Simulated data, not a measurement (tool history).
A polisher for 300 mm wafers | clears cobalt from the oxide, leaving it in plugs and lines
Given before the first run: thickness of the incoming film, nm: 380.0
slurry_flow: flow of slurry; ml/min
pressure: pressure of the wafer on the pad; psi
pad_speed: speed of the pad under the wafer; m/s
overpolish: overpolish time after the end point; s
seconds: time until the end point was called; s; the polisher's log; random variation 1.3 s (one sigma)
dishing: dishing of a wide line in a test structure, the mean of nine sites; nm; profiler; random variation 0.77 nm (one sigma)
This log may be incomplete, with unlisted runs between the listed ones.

{"run": 1, "hour": 0.0, "slurry_flow": 150, "pressure": 2.1, "pad_speed": 1.24, "overpolish": 14, "seconds": 79.617, "dishing": 46.868}
{"run": 2, "hour": 8.7, "slurry_flow": 120, "pressure": 2.1, "pad_speed": 1.24, "overpolish": 14, "seconds": 85.811, "dishing": 45.045}
{"run": 3, "hour": 16.8, "slurry_flow": 150, "pressure": 2.1, "pad_speed": 1.24, "overpolish": 14, "seconds": 79.316, "dishing": 47.58}
{"run": 4, "hour": 23.6, "slurry_flow": 150, "pressure": 2.4, "pad_speed": 1.24, "overpolish": 14, "seconds": 70.947, "dishing": 51.17}
{"run": 5, "hour": 25.8, "slurry_flow": 150, "pressure": 2.4, "pad_speed": 1.4, "overpolish": 14, "seconds": 63.512, "dishing": 51.885}
{"run": 6, "hour": 32.2, "slurry_flow": 150, "pressure": 2.4, "pad_speed": 1.4, "overpolish": 12, "seconds": 64.115, "dishing": 50.314}
{"run": 7, "hour": 35.0, "slurry_flow": 145, "pressure": 2.1, "pad_speed": 1.38, "overpolish": 12, "seconds": 74.747, "dishing": 43.647}

Run 8 is up next; what results do you expect?
{"hour": 42.0, "done": "slurry nozzle cleaned"}
{"run": 8, "hour": 42.0, "slurry_flow": 135, "pressure": 1.5, "pad_speed": 1.34, "overpolish": 16, "seconds": "?", "dishing": "?"}

seconds: 98.162 s
dishing: 43.222 nm

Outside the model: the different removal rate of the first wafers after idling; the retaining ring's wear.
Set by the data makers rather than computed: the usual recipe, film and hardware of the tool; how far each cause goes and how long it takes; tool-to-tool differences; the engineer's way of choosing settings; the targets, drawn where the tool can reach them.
